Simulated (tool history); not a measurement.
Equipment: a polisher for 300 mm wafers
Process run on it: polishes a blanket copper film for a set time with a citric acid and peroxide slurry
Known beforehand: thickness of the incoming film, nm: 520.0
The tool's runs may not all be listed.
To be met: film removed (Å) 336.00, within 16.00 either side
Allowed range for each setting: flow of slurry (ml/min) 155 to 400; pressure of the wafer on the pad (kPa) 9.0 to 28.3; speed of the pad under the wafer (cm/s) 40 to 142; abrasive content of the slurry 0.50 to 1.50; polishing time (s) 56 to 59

run	hour	flow of slurry (ml/min)	pressure of the wafer on the pad (kPa)	speed of the pad under the wafer (cm/s)	abrasive content of the slurry	polishing time (s)	film removed (Å)
1	0.0	255	18.6	90	1.00	56	1057.20
2	4.1	245	17.2	82	0.95	56	871.38
3	13.0	245	15.9	74	0.95	56	730.91
4	16.0	245	14.5	68	0.95	56	630.29
5	17.2	245	13.8	64	0.95	56	567.02
6	20.9	245	13.8	64	0.75	56	555.94
7	24.9	245	13.1	60	0.75	56	486.07
8	28.7	245	12.4	58	0.75	56	445.65
9	36.2	245	11.7	58	0.75	56	423.25
10	41.4	245	11.0	58	0.75	56	400.69
11	50.3	245	10.3	58	0.75	56	374.40

Which one of the following 5 next-run settings gets every result inside its allowed miss? There is exactly one.
A	59.2	220	12.4	52	0.80	59	?
B	59.2	265	10.3	68	0.80	58	?
C	59.2	225	9.0	56	0.65	56	?
D	59.2	250	11.0	48	0.70	56	?
E	59.2	250	11.7	58	0.55	58	?

move	film removed (Å)
A	422.40
B	459.31
C	307.67
D	331.21
E	414.27
A: moves away from the targets compared with the last run
B: moves away from the targets compared with the last run
C: carries the result that was furthest off beyond its target, to the other side
D: hits every target within its allowed miss
E: moves away from the targets compared with the last run
The move that meets every target is D.

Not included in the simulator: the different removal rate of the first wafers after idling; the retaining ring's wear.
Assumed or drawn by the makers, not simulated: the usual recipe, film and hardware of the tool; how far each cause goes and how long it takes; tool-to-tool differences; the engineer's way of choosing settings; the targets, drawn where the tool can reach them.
